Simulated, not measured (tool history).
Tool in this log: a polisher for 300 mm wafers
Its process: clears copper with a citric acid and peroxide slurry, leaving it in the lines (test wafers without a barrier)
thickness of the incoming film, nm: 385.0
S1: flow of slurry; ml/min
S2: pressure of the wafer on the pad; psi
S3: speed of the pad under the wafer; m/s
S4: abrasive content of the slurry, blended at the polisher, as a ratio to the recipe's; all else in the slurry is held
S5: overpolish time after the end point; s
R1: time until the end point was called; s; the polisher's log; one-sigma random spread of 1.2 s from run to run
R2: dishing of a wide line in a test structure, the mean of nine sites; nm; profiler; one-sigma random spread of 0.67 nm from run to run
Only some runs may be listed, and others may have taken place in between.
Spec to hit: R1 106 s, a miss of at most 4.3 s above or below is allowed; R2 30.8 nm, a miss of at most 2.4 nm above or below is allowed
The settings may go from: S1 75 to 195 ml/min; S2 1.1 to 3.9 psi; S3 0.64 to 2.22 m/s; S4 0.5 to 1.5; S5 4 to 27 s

run  hour   S1   S2    S3   S4  S5      R1      R2
  1     0  125  2.5  1.42    1  14  145.42  28.402
  2   1.8  125  2.5  1.58    1  14   133.6  31.596
  3   9.8  135  2.6  1.58    1  13  125.95  29.259
  4  12.1  115  2.6  1.58    1  13  130.22  30.085
  5  13.9  125  2.7  1.58    1  13  123.09  31.084
  6  19.1  125  2.7  1.58  0.8  13  126.49  30.007
  7  20.1  130  2.8  1.58  0.8  13  123.12  31.881
  8  24.6  135  2.9  1.58  0.8  12     119  30.744
  9  29.5  135    3  1.58  0.8  11  114.37  29.492

Pick the move, out of 4, that brings all results within their allowed miss; only one does.
  A  34.4  140  2.8  1.58   0.8  13   ?   ?
  B  34.4  135  3.4  1.22     1  11   ?   ?
  C  34.4  135  3.2  1.54   0.9  11   ?   ?
  D  34.4  125  3.2  1.46  0.65  12   ?   ?

move      R1      R2
   A  120.08  31.221
   B  120.29  27.188
   C  106.58  30.143
   D  117.38  29.898
A: further off than the last run
B: further off than the last run
C: every result within its allowed miss
D: further off than the last run
Answer: C

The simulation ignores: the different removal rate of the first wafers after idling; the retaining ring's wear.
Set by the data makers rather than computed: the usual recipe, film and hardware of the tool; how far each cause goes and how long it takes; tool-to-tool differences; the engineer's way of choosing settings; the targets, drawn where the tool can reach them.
